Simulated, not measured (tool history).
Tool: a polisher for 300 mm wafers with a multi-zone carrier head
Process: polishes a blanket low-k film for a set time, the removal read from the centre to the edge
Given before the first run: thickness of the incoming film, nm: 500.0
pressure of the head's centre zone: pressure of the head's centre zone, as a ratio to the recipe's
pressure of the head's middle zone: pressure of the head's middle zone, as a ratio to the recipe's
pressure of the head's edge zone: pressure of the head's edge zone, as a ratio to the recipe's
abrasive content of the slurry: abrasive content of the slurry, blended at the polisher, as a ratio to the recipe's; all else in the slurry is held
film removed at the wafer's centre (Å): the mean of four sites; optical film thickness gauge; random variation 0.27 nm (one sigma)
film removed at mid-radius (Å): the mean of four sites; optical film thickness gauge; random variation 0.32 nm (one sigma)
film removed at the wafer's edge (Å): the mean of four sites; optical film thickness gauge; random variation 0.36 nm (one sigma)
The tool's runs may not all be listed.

run    day  flow of slurry (ml/min)  pressure of the head's centre zone  pressure of the head's middle zone  pressure of the head's edge zone  abrasive content of the slurry  polishing time (s)  film removed at the wafer's centre (Å)  film removed at mid-radius (Å)  film removed at the wafer's edge (Å)
  1      0                      295                                   1                                   1                                 1                               1                  89                                  425.48                          377.13                                382.73
  2  0.133                      295                                   1                                   1                              0.93                               1                  89                                  424.43                          373.51                                365.03
  3  0.246                      295                                1.07                                   1                              0.93                               1                  89                                  451.79                          384.92                                372.02
  4  0.408                      245                                1.07                                   1                              0.93                               1                  89                                  447.89                          378.42                                366.35
  5  0.483                      245                                1.04                                0.97                              0.92                             0.9                  88                                  405.21                          347.46                                353.07
  6  0.708                      245                                1.04                                0.97                              0.92                            0.75                  88                                  377.93                          322.18                                320.88
  7  0.767                      250                                1.03                                0.95                              0.92                             0.7                  86                                  346.21                           296.8                                310.13
  8  0.788                      250                                1.04                                0.94                              0.91                            0.65                  85                                  343.82                          284.49                                294.55
     0.979  -- centre zone pressure recalibrated
  9  0.979                      255                                1.03                                0.93                               0.9                             0.6                  84                                  297.97                           267.9                                274.54
 10  1.158                      245                                1.04                                0.91                              0.89                             0.6                  84                                  299.96                          263.77                                275.43
 11  1.262                      245                                1.06                                 0.9                              0.89                             0.6                  84                                  308.59                          256.15                                265.95

Forecast run 12:
 12  1.562                      245                                1.06                                0.89                              0.89                             0.6                  84                                       ?                               ?                                     ?

{"run 12": {"film removed at the wafer's centre (Å)": 306.1, "film removed at mid-radius (Å)": 254.33, "film removed at the wafer's edge (Å)": 272.08}}

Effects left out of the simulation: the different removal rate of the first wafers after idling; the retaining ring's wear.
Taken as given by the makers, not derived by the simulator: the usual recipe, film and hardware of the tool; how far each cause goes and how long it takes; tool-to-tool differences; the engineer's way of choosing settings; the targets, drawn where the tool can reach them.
